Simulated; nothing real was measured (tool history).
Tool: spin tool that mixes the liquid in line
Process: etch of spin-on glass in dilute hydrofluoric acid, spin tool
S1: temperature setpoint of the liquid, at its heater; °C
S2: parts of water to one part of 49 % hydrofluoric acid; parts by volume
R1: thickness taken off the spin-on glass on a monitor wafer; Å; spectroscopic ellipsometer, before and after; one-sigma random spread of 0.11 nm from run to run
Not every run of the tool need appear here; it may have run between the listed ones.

Run 1, day 0.000: S1 26 °C, S2 90 parts by volume, time under the liquid (s) 40. Result: R1 180.50 Å.
Run 2, day 0.250: S1 29 °C, S2 90 parts by volume, time under the liquid (s) 40. Result: R1 201.39 Å.
Run 3, day 0.496: S1 28 °C, S2 90 parts by volume, time under the liquid (s) 40. Result: R1 199.00 Å.
Run 4, day 0.717: S1 28 °C, S2 105 parts by volume, time under the liquid (s) 40. Result: R1 164.78 Å.
Run 5, day 0.775: S1 27 °C, S2 105 parts by volume, time under the liquid (s) 40. Result: R1 155.50 Å.
Run 6, day 1.054: S1 27 °C, S2 80 parts by volume, time under the liquid (s) 40. Result: R1 212.49 Å.
Run 7, day 1.238: S1 23 °C, S2 105 parts by volume, time under the liquid (s) 40. Result: R1 132.71 Å.

Run 8 is up next; what results do you expect?
Run 8, day 1.438: S1 22 °C, S2 105 parts by volume, time under the liquid (s) 40. Result: R1 ?.

{"run 8": {"R1": 131.45}}

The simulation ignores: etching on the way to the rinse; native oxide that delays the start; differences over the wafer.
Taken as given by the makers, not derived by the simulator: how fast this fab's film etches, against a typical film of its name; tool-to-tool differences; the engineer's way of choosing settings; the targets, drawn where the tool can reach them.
